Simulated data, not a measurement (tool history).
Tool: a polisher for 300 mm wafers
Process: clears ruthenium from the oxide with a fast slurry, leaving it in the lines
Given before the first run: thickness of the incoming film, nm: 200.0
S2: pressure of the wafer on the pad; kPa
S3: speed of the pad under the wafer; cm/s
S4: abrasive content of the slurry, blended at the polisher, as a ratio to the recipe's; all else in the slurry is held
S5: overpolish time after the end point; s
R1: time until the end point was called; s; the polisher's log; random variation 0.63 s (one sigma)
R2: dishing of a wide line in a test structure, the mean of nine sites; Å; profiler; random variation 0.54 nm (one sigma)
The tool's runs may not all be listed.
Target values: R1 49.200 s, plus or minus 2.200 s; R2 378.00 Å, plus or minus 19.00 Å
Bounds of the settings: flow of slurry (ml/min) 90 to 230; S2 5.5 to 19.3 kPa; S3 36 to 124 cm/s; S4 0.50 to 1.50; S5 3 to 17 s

run 1 hour=0.0 | flow_of_slurry_(ml/min)=150 S2=12.4 S3=80 S4=1.00 S5=9 | R1=90.176 R2=167.80
run 2 hour=1.2 | flow_of_slurry_(ml/min)=150 S2=14.5 S3=80 S4=1.00 S5=9 | R1=80.015 R2=186.18
run 3 hour=4.0 | flow_of_slurry_(ml/min)=115 S2=14.5 S3=80 S4=1.00 S5=9 | R1=84.713 R2=179.18
run 4 hour=6.9 | flow_of_slurry_(ml/min)=120 S2=15.2 S3=82 S4=1.00 S5=9 | R1=79.421 R2=194.42
run 5 hour=9.9 | flow_of_slurry_(ml/min)=125 S2=15.9 S3=84 S4=1.00 S5=9 | R1=75.514 R2=195.34
run 6 hour=17.2 | flow_of_slurry_(ml/min)=140 S2=15.9 S3=84 S4=1.00 S5=9 | R1=72.657 R2=201.53
run 7 hour=18.2 | flow_of_slurry_(ml/min)=140 S2=16.5 S3=88 S4=1.00 S5=9 | R1=67.162 R2=217.31
run 8 hour=19.4 | flow_of_slurry_(ml/min)=140 S2=17.2 S3=90 S4=1.00 S5=9 | R1=65.379 R2=232.73
run 9 hour=27.7 | flow_of_slurry_(ml/min)=140 S2=17.2 S3=92 S4=1.00 S5=9 | R1=63.251 R2=233.93
run 10 hour=33.5 | flow_of_slurry_(ml/min)=140 S2=17.2 S3=94 S4=1.00 S5=9 | R1=64.031 R2=237.89
run 11 hour=35.7 | flow_of_slurry_(ml/min)=140 S2=17.2 S3=98 S4=1.00 S5=9 | R1=59.883 R2=240.36
run 12 hour=44.0 | flow_of_slurry_(ml/min)=140 S2=18.6 S3=102 S4=1.05 S5=11 | R1=53.425 R2=324.53
run 13 hour=47.1 | flow_of_slurry_(ml/min)=145 S2=18.6 S3=102 S4=1.05 S5=11 | R1=54.053 R2=330.97
run 14 hour=55.2 | flow_of_slurry_(ml/min)=155 S2=19.3 S3=106 S4=1.05 S5=11 | R1=49.980 R2=347.13
run 15 hour=61.2 | flow_of_slurry_(ml/min)=155 S2=19.3 S3=108 S4=1.05 S5=11 | R1=48.613 R2=350.80
run 16 hour=65.4 | flow_of_slurry_(ml/min)=155 S2=19.3 S3=108 S4=1.05 S5=11 | R1=49.429 R2=358.71
run 17 hour=70.8 | flow_of_slurry_(ml/min)=155 S2=19.3 S3=108 S4=1.05 S5=11 | R1=49.288 R2=347.19

Which of these 5 next moves meets every target?
run A hour=76.2 | flow_of_slurry_(ml/min)=135 S2=19.3 S3=110 S4=1.05 S5=12 | R1=? R2=?
run B hour=76.2 | flow_of_slurry_(ml/min)=180 S2=19.3 S3=104 S4=1.05 S5=10 | R1=? R2=?
run C hour=76.2 | flow_of_slurry_(ml/min)=145 S2=18.6 S3=106 S4=1.00 S5=14 | R1=? R2=?
run D hour=76.2 | flow_of_slurry_(ml/min)=170 S2=19.3 S3=98 S4=0.90 S5=14 | R1=? R2=?
run E hour=76.2 | flow_of_slurry_(ml/min)=140 S2=19.3 S3=106 S4=1.10 S5=11 | R1=? R2=?

move=A R1=49.993 R2=376.77
move=B R1=49.667 R2=324.00
move=C R1=53.382 R2=405.86
move=D R1=56.348 R2=387.89
move=E R1=50.116 R2=349.10
A: in spec on every target
B: the biggest miss grows against the last run
C: takes the result that was furthest off past its target
D: gets the furthest-off result to its target, but another result is out of tolerance
E: moves toward the targets from the last run without getting all of them in spec
The right move is A.
